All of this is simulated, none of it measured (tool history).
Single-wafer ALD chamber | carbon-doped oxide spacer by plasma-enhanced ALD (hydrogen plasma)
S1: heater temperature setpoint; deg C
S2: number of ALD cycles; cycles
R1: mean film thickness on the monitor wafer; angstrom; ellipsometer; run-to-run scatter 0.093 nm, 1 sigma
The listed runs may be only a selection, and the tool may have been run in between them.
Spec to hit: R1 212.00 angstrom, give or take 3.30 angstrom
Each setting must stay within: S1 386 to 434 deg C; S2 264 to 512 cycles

Run 1, hour 0.0: S1 410 deg C, S2 388 cycles. Result: R1 178.94 angstrom.
Run 2, hour 7.2: S1 416 deg C, S2 388 cycles. Result: R1 176.36 angstrom.
Run 3, hour 16.2: S1 411 deg C, S2 407 cycles. Result: R1 188.51 angstrom.
Run 4, hour 24.5: S1 411 deg C, S2 353 cycles. Result: R1 163.15 angstrom.
Run 5, hour 29.9: S1 406 deg C, S2 381 cycles. Result: R1 179.32 angstrom.
Run 6, hour 32.0: S1 416 deg C, S2 381 cycles. Result: R1 171.73 angstrom.
Run 7, hour 40.0: S1 404 deg C, S2 434 cycles. Result: R1 204.06 angstrom.
Run 8, hour 46.9: S1 402 deg C, S2 436 cycles. Result: R1 208.30 angstrom.
Run 9, hour 53.0: S1 401 deg C, S2 437 cycles. Result: R1 209.20 angstrom.

Exercise: of the 5 proposed moves below, exactly one satisfies all targets within the stated allowed misses. Which move is it?
Run A, hour 59.1: S1 401 deg C, S2 443 cycles. Result: R1 ?.
Run B, hour 59.1: S1 391 deg C, S2 429 cycles. Result: R1 ?.
Run C, hour 59.1: S1 406 deg C, S2 435 cycles. Result: R1 ?.
Run D, hour 59.1: S1 414 deg C, S2 448 cycles. Result: R1 ?.
Run E, hour 59.1: S1 397 deg C, S2 429 cycles. Result: R1 ?.

move      R1
   A  210.44
   B  203.79
   C  203.21
   D  203.58
   E  203.79
A: every result lands within tolerance
B: misses by more than the last run did
C: misses by more than the last run did
D: misses by more than the last run did
E: misses by more than the last run did
A meets every target.
